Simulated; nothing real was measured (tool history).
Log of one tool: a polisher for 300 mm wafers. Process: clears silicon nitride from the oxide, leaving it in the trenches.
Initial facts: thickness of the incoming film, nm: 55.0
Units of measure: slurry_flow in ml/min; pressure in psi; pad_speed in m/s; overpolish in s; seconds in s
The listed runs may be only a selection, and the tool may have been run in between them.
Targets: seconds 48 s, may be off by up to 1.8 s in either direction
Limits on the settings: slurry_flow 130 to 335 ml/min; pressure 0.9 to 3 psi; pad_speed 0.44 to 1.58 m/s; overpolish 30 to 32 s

{"run": 1, "hour": 0.0, "slurry_flow": 215, "pressure": 1.9, "pad_speed": 1, "overpolish": 30, "seconds": 96.518}
{"run": 2, "hour": 6.5, "slurry_flow": 215, "pressure": 1.9, "pad_speed": 1, "overpolish": 32, "seconds": 95.556}
{"run": 3, "hour": 8.7, "slurry_flow": 215, "pressure": 2.1, "pad_speed": 1.02, "overpolish": 32, "seconds": 83.251}
{"run": 4, "hour": 12.6, "slurry_flow": 215, "pressure": 2.1, "pad_speed": 1.02, "overpolish": 32, "seconds": 86.072}
{"run": 5, "hour": 14.3, "slurry_flow": 215, "pressure": 2.1, "pad_speed": 1.02, "overpolish": 32, "seconds": 85.093}
{"run": 6, "hour": 19.9, "slurry_flow": 245, "pressure": 2.1, "pad_speed": 1.02, "overpolish": 32, "seconds": 82.13}
{"run": 7, "hour": 26.2, "slurry_flow": 250, "pressure": 2.3, "pad_speed": 1.02, "overpolish": 32, "seconds": 75.965}
{"run": 8, "hour": 29.4, "slurry_flow": 255, "pressure": 2.9, "pad_speed": 1.2, "overpolish": 32, "seconds": 52.68}
{"run": 9, "hour": 35.4, "slurry_flow": 255, "pressure": 2.9, "pad_speed": 1.2, "overpolish": 32, "seconds": 53.729}

Pick the move, out of 4, that brings all results within their allowed miss; only one does.
{"run": "A", "hour": 41.4, "slurry_flow": 150, "pressure": 2.9, "pad_speed": 1.08, "overpolish": 30, "seconds": "?"}
{"run": "B", "hour": 41.4, "slurry_flow": 265, "pressure": 2.8, "pad_speed": 1.28, "overpolish": 30, "seconds": "?"}
{"run": "C", "hour": 41.4, "slurry_flow": 270, "pressure": 2.9, "pad_speed": 1.46, "overpolish": 32, "seconds": "?"}
{"run": "D", "hour": 41.4, "slurry_flow": 270, "pressure": 2.9, "pad_speed": 1.34, "overpolish": 30, "seconds": "?"}

move=A seconds=62.632
move=B seconds=52.111
move=C seconds=44.988
move=D seconds=48.359
A: misses by more than the last run did
B: an improvement on the last run, though not all results are within tolerance
C: takes the result that was furthest off past its target
D: every result within its allowed miss
Answer: D

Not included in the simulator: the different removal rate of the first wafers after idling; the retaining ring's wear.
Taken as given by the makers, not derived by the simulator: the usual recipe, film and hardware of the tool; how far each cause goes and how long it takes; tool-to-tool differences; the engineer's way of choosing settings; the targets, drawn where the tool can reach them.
